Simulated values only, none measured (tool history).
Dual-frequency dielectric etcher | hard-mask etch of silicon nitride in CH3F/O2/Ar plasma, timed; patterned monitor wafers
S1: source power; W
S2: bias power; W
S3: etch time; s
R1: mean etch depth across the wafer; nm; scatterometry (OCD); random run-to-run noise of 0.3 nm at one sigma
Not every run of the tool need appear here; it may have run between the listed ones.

run 1 hour=0 | S1=320 S2=79 S3=159.5 | R1=125.29
run 2 hour=2.1 | S1=290 S2=71 S3=156 | R1=113.85
run 3 hour=7.5 | S1=290 S2=79 S3=156 | R1=117.57
run 4 hour=14.3 | S1=240 S2=79 S3=156 | R1=110.42
run 5 hour=21.9 | S1=240 S2=85 S3=156 | R1=113.62
run 6 hour=24.4 | S1=240 S2=85 S3=159.5 | R1=115.69

Estimate the outcome of run 7 from the log above:
run 7 hour=30.1 | S1=230 S2=76 S3=156.5 | R1=?

{"run 7": {"R1": 107.19}}
